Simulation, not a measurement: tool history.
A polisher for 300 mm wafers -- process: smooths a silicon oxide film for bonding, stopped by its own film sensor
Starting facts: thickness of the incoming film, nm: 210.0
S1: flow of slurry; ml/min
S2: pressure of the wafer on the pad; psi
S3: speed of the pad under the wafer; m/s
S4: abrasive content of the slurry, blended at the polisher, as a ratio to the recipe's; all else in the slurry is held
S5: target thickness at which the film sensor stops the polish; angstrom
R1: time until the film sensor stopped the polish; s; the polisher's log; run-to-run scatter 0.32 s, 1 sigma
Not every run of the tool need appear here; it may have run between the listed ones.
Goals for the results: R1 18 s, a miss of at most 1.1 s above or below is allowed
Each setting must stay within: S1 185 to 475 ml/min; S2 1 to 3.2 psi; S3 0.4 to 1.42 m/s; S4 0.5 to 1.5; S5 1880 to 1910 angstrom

run 1 hour=0 | S1=305 S2=2.1 S3=0.9 S4=1 S5=1880 | R1=31.312
run 2 hour=2.7 | S1=305 S2=2.4 S3=0.92 S4=1 S5=1880 | R1=27.282
run 3 hour=6.7 | S1=305 S2=2.4 S3=0.92 S4=1.1 S5=1880 | R1=26.224
run 4 hour=14.4 | S1=305 S2=2.4 S3=1.02 S4=1.1 S5=1880 | R1=24.266
run 5 hour=19 | S1=305 S2=2.5 S3=1.04 S4=1.1 S5=1880 | R1=22.256
run 6 hour=23.8 | S1=305 S2=2.5 S3=1.04 S4=1.2 S5=1880 | R1=21.951
run 7 hour=28.1 | S1=305 S2=2.6 S3=1.04 S4=1.2 S5=1880 | R1=21.071
run 8 hour=33.6 | S1=305 S2=2.7 S3=1.04 S4=1.2 S5=1880 | R1=20.694
run 9 hour=38.1 | S1=305 S2=2.8 S3=1.04 S4=1.2 S5=1880 | R1=20.009
run 10 hour=41.9 | S1=305 S2=2.9 S3=1.04 S4=1.2 S5=1880 | R1=19.305

Exactly one of the 5 candidate moves below puts every result within its allowed miss. Which one?
run A hour=45.7 | S1=280 S2=3.1 S3=0.86 S4=1.15 S5=1890 | R1=?
run B hour=45.7 | S1=305 S2=3 S3=0.92 S4=1.2 S5=1890 | R1=?
run C hour=45.7 | S1=345 S2=2.7 S3=1.04 S4=1.25 S5=1900 | R1=?
run D hour=45.7 | S1=295 S2=3.1 S3=0.98 S4=1.05 S5=1880 | R1=?
run E hour=45.7 | S1=350 S2=2.7 S3=1 S4=1.3 S5=1880 | R1=?

move=A R1=21.535
move=B R1=20.271
move=C R1=18.476
move=D R1=21.163
move=E R1=20.552
A: further off than the last run
B: further off than the last run
C: all results land within tolerance of their targets
D: further off than the last run
E: further off than the last run
Correct choice: C, which meets every target
